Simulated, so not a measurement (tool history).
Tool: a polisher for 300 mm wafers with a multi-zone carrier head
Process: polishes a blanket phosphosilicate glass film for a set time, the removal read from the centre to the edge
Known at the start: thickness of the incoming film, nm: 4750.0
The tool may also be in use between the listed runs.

run  hour  flow of slurry (ml/min)  pressure of the head's centre zone  pressure of the head's middle zone  pressure of the head's edge zone  abrasive content of the slurry  polishing time (s)  film removed at the wafer's centre (angstrom)  film removed at mid-radius (angstrom)  film removed at the wafer's edge (angstrom)
  1   0.0                      290                                1.00                                1.00                              1.00                            1.00                  84                                         8885.9                                 8711.6                                       8372.3
  2   8.9                      290                                0.92                                1.00                              1.00                            1.00                  84                                         7934.3                                 8688.7                                       8617.2
  3  14.8                      280                                0.97                                0.94                              1.02                            0.85                  84                                         8083.2                                 7757.8                                       7943.4
  4  19.6                      280                                0.97                                0.94                              1.02                            1.00                  84                                         8474.0                                 8275.1                                       8574.6
  5  20.2                      270                                1.00                                0.90                              1.06                            0.85                  83                                         7995.4                                 7566.1                                       8084.4
  6  26.5                      280                                1.06                                0.87                              1.10                            0.75                  80                                         8016.6                                 6733.8                                       7587.6
  7  31.8                      280                                1.08                                0.85                              1.10                            0.70                  80                                         7862.2                                 6333.5                                       7260.8
  8  39.1                      280                                1.09                                0.84                              1.10                            0.65                  80                                         7668.8                                 6268.3                                       7184.7

Run 9 comes next. What will it give?
  9  42.4                      280                                1.11                                0.83                              1.10                            0.60                  80                                              ?                                      ?                                            ?

{"run 9": {"film removed at the wafer's centre (angstrom)": 7846.9, "film removed at mid-radius (angstrom)": 5926.8, "film removed at the wafer's edge (angstrom)": 6981.7}}

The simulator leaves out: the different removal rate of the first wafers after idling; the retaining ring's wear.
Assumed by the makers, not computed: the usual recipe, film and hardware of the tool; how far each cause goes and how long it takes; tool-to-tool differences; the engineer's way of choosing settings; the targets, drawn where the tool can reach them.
